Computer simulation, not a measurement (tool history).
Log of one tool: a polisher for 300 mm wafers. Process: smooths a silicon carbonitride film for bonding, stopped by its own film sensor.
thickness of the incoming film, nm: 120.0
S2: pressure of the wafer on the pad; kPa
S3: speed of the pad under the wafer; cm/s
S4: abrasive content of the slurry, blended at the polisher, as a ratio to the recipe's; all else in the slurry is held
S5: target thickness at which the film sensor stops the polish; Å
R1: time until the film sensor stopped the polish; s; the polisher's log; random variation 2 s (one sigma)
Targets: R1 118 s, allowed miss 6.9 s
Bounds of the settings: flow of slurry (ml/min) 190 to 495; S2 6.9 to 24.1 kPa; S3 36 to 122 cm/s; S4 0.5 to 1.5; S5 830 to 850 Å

run 1 hour=0 | flow_of_slurry_(ml/min)=320 S2=15.2 S3=78 S4=1 S5=850 | R1=184.28
run 2 hour=5.3 | flow_of_slurry_(ml/min)=255 S2=15.2 S3=78 S4=1 S5=850 | R1=185.34
run 3 hour=6.2 | flow_of_slurry_(ml/min)=255 S2=16.5 S3=80 S4=1 S5=850 | R1=161.23
run 4 hour=9.9 | flow_of_slurry_(ml/min)=255 S2=16.5 S3=80 S4=0.9 S5=850 | R1=168.6
run 5 hour=11.5 | flow_of_slurry_(ml/min)=255 S2=17.9 S3=80 S4=0.9 S5=850 | R1=158.08
run 6 hour=19.6 | flow_of_slurry_(ml/min)=255 S2=17.9 S3=94 S4=0.9 S5=850 | R1=139.11
run 7 hour=27.9 | flow_of_slurry_(ml/min)=255 S2=18.6 S3=94 S4=0.9 S5=850 | R1=137.82
run 8 hour=33.1 | flow_of_slurry_(ml/min)=255 S2=18.6 S3=94 S4=0.9 S5=850 | R1=137.36
run 9 hour=41.9 | flow_of_slurry_(ml/min)=255 S2=19.3 S3=94 S4=0.9 S5=850 | R1=131.29
run 10 hour=45.2 | flow_of_slurry_(ml/min)=255 S2=20 S3=94 S4=0.9 S5=850 | R1=127.43

5 next moves are on the table. One of them brings every result within its allowed miss. Which?
run A hour=48.5 | flow_of_slurry_(ml/min)=270 S2=20 S3=92 S4=0.9 S5=830 | R1=?
run B hour=48.5 | flow_of_slurry_(ml/min)=190 S2=22.1 S3=90 S4=0.9 S5=830 | R1=?
run C hour=48.5 | flow_of_slurry_(ml/min)=285 S2=18.6 S3=114 S4=0.85 S5=850 | R1=?
run D hour=48.5 | flow_of_slurry_(ml/min)=240 S2=20 S3=82 S4=1.05 S5=840 | R1=?
run E hour=48.5 | flow_of_slurry_(ml/min)=195 S2=18.6 S3=104 S4=0.9 S5=830 | R1=?

move=A R1=137.57
move=B R1=133.49
move=C R1=121.61
move=D R1=136.73
move=E R1=140.54
A: further off than the last run
B: further off than the last run
C: meets every target
D: further off than the last run
E: further off than the last run
Answer: C

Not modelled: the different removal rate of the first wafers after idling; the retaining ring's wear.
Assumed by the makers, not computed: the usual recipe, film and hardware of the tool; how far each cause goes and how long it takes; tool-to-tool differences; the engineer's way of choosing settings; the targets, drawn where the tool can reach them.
